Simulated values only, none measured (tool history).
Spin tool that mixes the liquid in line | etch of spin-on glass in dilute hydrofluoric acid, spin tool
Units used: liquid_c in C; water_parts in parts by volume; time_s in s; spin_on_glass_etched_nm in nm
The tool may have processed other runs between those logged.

run 1 day=0.000 | liquid_c=23.0 water_parts=155 time_s=15 | spin_on_glass_etched_nm=3.4962
run 2 day=0.104 | liquid_c=23.0 water_parts=155 time_s=15 | spin_on_glass_etched_nm=3.5030
run 3 day=0.462 | liquid_c=23.0 water_parts=110 time_s=15 | spin_on_glass_etched_nm=5.1758
run 4 day=0.750 | liquid_c=23.0 water_parts=130 time_s=15 | spin_on_glass_etched_nm=4.2822
run 5 day=0.850 | liquid_c=24.5 water_parts=120 time_s=15 | spin_on_glass_etched_nm=5.0141
run 6 day=0.992 | liquid_c=25.5 water_parts=115 time_s=15 | spin_on_glass_etched_nm=5.4276
run 7 day=1.225 | liquid_c=26.5 water_parts=110 time_s=15 | spin_on_glass_etched_nm=5.9385

Run 8 is up next; what results do you expect?
run 8 day=1.488 | liquid_c=27.5 water_parts=105 time_s=15 | spin_on_glass_etched_nm=?

Logged for run 8: spin_on_glass_etched_nm 6.5096 nm.
